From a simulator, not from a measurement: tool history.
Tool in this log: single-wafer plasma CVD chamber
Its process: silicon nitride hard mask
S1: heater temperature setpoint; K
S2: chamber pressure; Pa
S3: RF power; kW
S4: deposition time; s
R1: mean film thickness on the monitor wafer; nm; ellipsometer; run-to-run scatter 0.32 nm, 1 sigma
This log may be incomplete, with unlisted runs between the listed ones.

run,hour,S1,S2,S3,S4,R1
1,0,668.15,223,0.325,74.7,101.88
2,3.4,668.15,211,0.325,74.7,100.25
3,11.7,668.15,200,0.325,74.7,98.711
4,12.8,668.15,192,0.325,74.7,97.795
5,18.9,668.15,192,0.325,74.7,97.874
6,26.1,675.15,192,0.325,74.7,97.141
7,35,675.15,185,0.325,74.7,96.897
8,38.8,675.15,179,0.325,74.7,95.833
9,42.2,675.15,175,0.325,74.7,94.847
10,48.7,675.15,172,0.325,74.7,94.98

Expected results for the next run?
11,56.7,675.15,172,0.325,74.7,?

R1: 94.852 nm

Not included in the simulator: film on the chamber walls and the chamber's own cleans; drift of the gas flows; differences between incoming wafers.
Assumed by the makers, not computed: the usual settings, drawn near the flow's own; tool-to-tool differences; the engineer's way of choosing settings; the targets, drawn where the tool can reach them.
